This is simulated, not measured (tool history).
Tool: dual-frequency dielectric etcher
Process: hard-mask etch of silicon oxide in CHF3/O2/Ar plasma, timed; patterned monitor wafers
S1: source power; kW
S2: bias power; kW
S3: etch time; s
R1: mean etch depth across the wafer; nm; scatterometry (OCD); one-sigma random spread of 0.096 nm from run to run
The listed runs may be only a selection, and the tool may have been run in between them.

run,day,S1,S2,S3,R1
1,0.000,0.690,0.203,21.0,44.869
2,0.238,0.670,0.201,21.0,44.016
3,0.483,0.650,0.200,21.0,43.489
4,0.671,0.630,0.199,21.0,42.795
5,0.725,0.620,0.198,21.0,42.714
6,0.883,0.600,0.197,21.0,42.070

Forecast run 7:
7,1.050,0.590,0.196,21.0,?

{"run 7": {"R1": 41.718}}
